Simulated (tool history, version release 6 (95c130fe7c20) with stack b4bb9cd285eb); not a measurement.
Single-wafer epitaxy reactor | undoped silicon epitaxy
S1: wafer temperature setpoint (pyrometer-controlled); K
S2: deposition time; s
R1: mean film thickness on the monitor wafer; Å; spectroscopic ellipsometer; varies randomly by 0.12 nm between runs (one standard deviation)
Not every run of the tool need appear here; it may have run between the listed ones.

run	hour	S1	S2	R1
1	0.0	898.15	454	457.66
2	5.1	893.15	454	406.59
3	12.4	898.15	454	454.66
4	14.4	897.15	454	444.57
5	16.6	907.15	454	564.56
6	25.7	904.15	454	523.32
7	32.9	901.15	454	489.92
8	34.9	899.15	454	465.90

Run 9 is up next; what results do you expect?
9	40.3	899.15	454	?

R1: 466.95 Å
